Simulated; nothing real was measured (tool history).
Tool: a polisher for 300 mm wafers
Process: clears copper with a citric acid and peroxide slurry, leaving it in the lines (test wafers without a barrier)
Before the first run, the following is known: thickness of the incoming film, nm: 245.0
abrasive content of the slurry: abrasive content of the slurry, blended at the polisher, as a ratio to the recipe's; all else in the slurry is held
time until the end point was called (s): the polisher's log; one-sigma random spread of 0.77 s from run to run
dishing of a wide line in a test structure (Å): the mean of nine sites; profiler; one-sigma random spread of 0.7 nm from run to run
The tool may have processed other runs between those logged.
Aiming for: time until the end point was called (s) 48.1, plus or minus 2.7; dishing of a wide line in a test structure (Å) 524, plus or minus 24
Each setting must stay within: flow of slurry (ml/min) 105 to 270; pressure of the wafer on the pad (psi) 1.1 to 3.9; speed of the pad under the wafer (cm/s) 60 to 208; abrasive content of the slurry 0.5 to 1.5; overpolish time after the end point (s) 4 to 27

run,hour,flow of slurry (ml/min),pressure of the wafer on the pad (psi),speed of the pad under the wafer (cm/s),abrasive content of the slurry,overpolish time after the end point (s),time until the end point was called (s),dishing of a wide line in a test structure (Å)
1,0,175,2.5,134,1,14,92.105,232.35
2,1.6,175,2.5,134,1.15,14,89.953,241.79
3,6.8,175,2.9,140,1.2,15,72.231,312.65
4,15.2,175,3.2,142,1.2,16,66.361,361.73
5,18.4,175,3.2,142,1.4,16,63.566,364.69
6,22,175,3.4,144,1.4,16,58.793,403.55
7,29.9,175,3.6,146,1.4,16,53.796,422.92
8,37.6,175,3.7,146,1.4,17,51.788,442.28
9,38.1,175,3.7,148,1.4,18,50.732,472.96

Which one of the following 4 next-run settings gets every result inside its allowed miss? There is exactly one.
A,38.6,195,3.9,138,1.5,15,?,?
B,38.6,215,3.5,174,1.15,19,?,?
C,38.6,180,3.9,144,1.45,15,?,?
D,38.6,205,3.5,140,1.25,17,?,?

move,time until the end point was called (s),dishing of a wide line in a test structure (Å)
A,51.172,419.69
B,48.153,526.3
C,50.143,426.62
D,58.569,414.32
A: further off than the last run
B: every result lands within tolerance
C: further off than the last run
D: further off than the last run
The move that meets every target is B.
